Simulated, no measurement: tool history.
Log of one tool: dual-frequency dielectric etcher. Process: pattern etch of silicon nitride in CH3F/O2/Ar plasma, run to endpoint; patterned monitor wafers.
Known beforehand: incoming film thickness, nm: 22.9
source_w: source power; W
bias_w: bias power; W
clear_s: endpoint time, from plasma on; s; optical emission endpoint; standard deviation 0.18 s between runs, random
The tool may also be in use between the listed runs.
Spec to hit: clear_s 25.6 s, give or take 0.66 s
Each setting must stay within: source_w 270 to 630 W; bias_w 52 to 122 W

{"run": 1, "hour": 0.0, "source_w": 450, "bias_w": 87, "clear_s": 29.731}
{"run": 2, "hour": 8.7, "source_w": 480, "bias_w": 89, "clear_s": 28.572}
{"run": 3, "hour": 11.1, "source_w": 480, "bias_w": 97, "clear_s": 27.336}
{"run": 4, "hour": 17.5, "source_w": 480, "bias_w": 82, "clear_s": 29.198}
{"run": 5, "hour": 21.6, "source_w": 480, "bias_w": 73, "clear_s": 30.514}
{"run": 6, "hour": 25.4, "source_w": 480, "bias_w": 67, "clear_s": 31.682}
{"run": 7, "hour": 29.7, "source_w": 510, "bias_w": 70, "clear_s": 30.09}
{"run": 8, "hour": 37.5, "source_w": 530, "bias_w": 72, "clear_s": 28.951}
{"run": 9, "hour": 41.4, "source_w": 550, "bias_w": 73, "clear_s": 28.357}
{"run": 10, "hour": 45.0, "source_w": 560, "bias_w": 74, "clear_s": 28.181}
{"run": 11, "hour": 51.4, "source_w": 570, "bias_w": 76, "clear_s": 27.876}
{"run": 12, "hour": 56.5, "source_w": 580, "bias_w": 78, "clear_s": 27.103}

Exactly one of the 4 candidate moves below puts every result within its allowed miss. Which one?
{"run": "A", "hour": 61.6, "source_w": 580, "bias_w": 75, "clear_s": "?"}
{"run": "B", "hour": 61.6, "source_w": 560, "bias_w": 95, "clear_s": "?"}
{"run": "C", "hour": 61.6, "source_w": 550, "bias_w": 69, "clear_s": "?"}
{"run": "D", "hour": 61.6, "source_w": 630, "bias_w": 96, "clear_s": "?"}

move=A clear_s=27.611
move=B clear_s=25.548
move=C clear_s=29.374
move=D clear_s=23.947
A: moves away from the targets compared with the last run
B: in spec on every target
C: moves away from the targets compared with the last run
D: moves the result that the last run missed by most past its target, out the other side
Move B is the one to make.

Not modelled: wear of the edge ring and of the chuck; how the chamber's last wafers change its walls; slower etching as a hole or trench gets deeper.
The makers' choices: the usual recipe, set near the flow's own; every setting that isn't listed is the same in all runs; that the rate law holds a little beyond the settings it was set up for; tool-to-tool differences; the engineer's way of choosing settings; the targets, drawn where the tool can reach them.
